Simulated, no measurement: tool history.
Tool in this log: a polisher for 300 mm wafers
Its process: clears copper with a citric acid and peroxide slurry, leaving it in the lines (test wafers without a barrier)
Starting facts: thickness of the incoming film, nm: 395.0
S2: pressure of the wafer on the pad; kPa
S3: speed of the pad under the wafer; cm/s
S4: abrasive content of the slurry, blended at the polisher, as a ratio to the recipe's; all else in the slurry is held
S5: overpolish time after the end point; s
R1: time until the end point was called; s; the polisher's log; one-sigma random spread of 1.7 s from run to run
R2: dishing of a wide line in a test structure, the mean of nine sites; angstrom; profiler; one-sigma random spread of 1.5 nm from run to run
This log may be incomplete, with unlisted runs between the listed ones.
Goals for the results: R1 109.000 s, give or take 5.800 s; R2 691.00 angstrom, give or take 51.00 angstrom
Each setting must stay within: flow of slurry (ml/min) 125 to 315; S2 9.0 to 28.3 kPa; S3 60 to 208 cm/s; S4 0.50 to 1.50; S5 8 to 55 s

run 1 hour=0.0 | flow_of_slurry_(ml/min)=205 S2=18.6 S3=134 S4=1.00 S5=28 | R1=162.350 R2=449.12
run 2 hour=8.1 | flow_of_slurry_(ml/min)=205 S2=18.6 S3=134 S4=1.00 S5=37 | R1=168.490 R2=574.33
run 3 hour=16.3 | flow_of_slurry_(ml/min)=205 S2=20.7 S3=136 S4=1.00 S5=35 | R1=150.010 R2=582.59
run 4 hour=20.3 | flow_of_slurry_(ml/min)=205 S2=20.7 S3=136 S4=0.85 S5=35 | R1=152.350 R2=560.20
run 5 hour=22.4 | flow_of_slurry_(ml/min)=205 S2=22.8 S3=138 S4=0.85 S5=35 | R1=137.510 R2=608.40
run 6 hour=30.5 | flow_of_slurry_(ml/min)=205 S2=24.1 S3=140 S4=0.85 S5=34 | R1=130.010 R2=656.90
run 7 hour=31.8 | flow_of_slurry_(ml/min)=205 S2=25.5 S3=142 S4=0.85 S5=32 | R1=118.470 R2=671.44
run 8 hour=38.9 | flow_of_slurry_(ml/min)=205 S2=26.2 S3=142 S4=0.85 S5=31 | R1=117.800 R2=654.25

Pick the move, out of 5, that brings all results within their allowed miss; only one does.
run A hour=46.0 | flow_of_slurry_(ml/min)=175 S2=28.3 S3=168 S4=0.90 S5=22 | R1=? R2=?
run B hour=46.0 | flow_of_slurry_(ml/min)=200 S2=28.3 S3=168 S4=0.85 S5=34 | R1=? R2=?
run C hour=46.0 | flow_of_slurry_(ml/min)=235 S2=28.3 S3=148 S4=0.90 S5=36 | R1=? R2=?
run D hour=46.0 | flow_of_slurry_(ml/min)=185 S2=28.3 S3=144 S4=0.85 S5=31 | R1=? R2=?
run E hour=46.0 | flow_of_slurry_(ml/min)=215 S2=21.4 S3=178 S4=0.60 S5=37 | R1=? R2=?

move=A R1=95.954 R2=612.54
move=B R1=95.006 R2=857.63
move=C R1=102.480 R2=846.72
move=D R1=109.200 R2=724.04
move=E R1=124.500 R2=732.21
A: takes the result that was furthest off past its target
B: takes the result that was furthest off past its target
C: takes the result that was furthest off past its target
D: in spec on every target
E: the biggest miss grows against the last run
The move that meets every target is D.
